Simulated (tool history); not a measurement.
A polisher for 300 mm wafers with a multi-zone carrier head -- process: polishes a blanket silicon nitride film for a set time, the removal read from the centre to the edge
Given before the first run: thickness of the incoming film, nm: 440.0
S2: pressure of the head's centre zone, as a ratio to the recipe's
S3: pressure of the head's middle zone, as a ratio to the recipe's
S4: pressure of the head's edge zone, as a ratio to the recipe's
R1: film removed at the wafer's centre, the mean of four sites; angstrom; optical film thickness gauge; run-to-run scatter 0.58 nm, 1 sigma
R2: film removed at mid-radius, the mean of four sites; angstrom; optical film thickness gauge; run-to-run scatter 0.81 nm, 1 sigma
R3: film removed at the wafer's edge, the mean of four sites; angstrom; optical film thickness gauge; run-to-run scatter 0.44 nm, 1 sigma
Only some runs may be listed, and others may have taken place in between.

run 1 hour=0 | flow_of_slurry_(ml/min)=140 S2=1 S3=1 S4=1 polishing_time_(s)=31 | R1=476.53 R2=474.16 R3=474.18
run 2 hour=6.9 | flow_of_slurry_(ml/min)=150 S2=1.02 S3=1.02 S4=1.02 polishing_time_(s)=32 | R1=501.69 R2=508.02 R3=498.96
run 3 hour=14 | flow_of_slurry_(ml/min)=150 S2=1.02 S3=0.97 S4=1.02 polishing_time_(s)=32 | R1=506.23 R2=492.36 R3=495.43
run 4 hour=16.9 | flow_of_slurry_(ml/min)=155 S2=1.04 S3=0.99 S4=1.03 polishing_time_(s)=33 | R1=531.81 R2=513.84 R3=513.24
run 5 hour=18.5 | flow_of_slurry_(ml/min)=155 S2=1.04 S3=0.96 S4=1.03 polishing_time_(s)=33 | R1=528.8 R2=505.03 R3=518.25
run 6 hour=22.1 | flow_of_slurry_(ml/min)=155 S2=1.04 S3=0.96 S4=0.96 polishing_time_(s)=33 | R1=533.93 R2=508.85 R3=500.73
run 7 hour=28.5 | flow_of_slurry_(ml/min)=160 S2=1.05 S3=0.98 S4=0.97 polishing_time_(s)=34 | R1=559.38 R2=520.13 R3=523.41
run 8 hour=33 | flow_of_slurry_(ml/min)=165 S2=1.05 S3=1.01 S4=0.96 polishing_time_(s)=35 | R1=574.82 R2=564.92 R3=539.51
run 9 hour=37.1 | flow_of_slurry_(ml/min)=170 S2=1.06 S3=1.02 S4=0.97 polishing_time_(s)=35 | R1=585.68 R2=554.75 R3=544.38
run 10 hour=41.3 | flow_of_slurry_(ml/min)=170 S2=1.06 S3=1.04 S4=0.96 polishing_time_(s)=36 | R1=602.74 R2=593.79 R3=553.1

Expected results for the next run?
run 11 hour=44.1 | flow_of_slurry_(ml/min)=175 S2=1.07 S3=1.05 S4=0.97 polishing_time_(s)=36 | R1=? R2=? R3=?

{"run 11": {"R1": 597.85, "R2": 597.42, "R3": 559.28}}
